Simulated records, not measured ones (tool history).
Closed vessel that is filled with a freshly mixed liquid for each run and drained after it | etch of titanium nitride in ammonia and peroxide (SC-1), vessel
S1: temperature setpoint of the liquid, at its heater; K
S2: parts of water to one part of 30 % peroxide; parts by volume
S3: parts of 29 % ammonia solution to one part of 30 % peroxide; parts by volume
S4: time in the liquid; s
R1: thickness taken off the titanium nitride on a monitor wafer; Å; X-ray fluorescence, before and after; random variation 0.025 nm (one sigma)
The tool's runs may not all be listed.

run,hour,S1,S2,S3,S4,R1
1,0,324.15,26,0.7,410,109.99
2,3.1,331.15,26,0.7,410,176.72
3,8.4,327.15,26,0.7,410,135.53
4,9.6,325.15,26,0.7,410,118.82
5,13.7,323.65,26,0.7,410,106.24
6,16.3,322.15,26,0.7,410,95.897
7,18.7,321.15,26,0.7,410,89.493
8,22.4,320.15,26,0.7,410,83.093

Forecast run 9:
9,28.6,319.65,26,0.7,410,?

R1: 80.282 Å

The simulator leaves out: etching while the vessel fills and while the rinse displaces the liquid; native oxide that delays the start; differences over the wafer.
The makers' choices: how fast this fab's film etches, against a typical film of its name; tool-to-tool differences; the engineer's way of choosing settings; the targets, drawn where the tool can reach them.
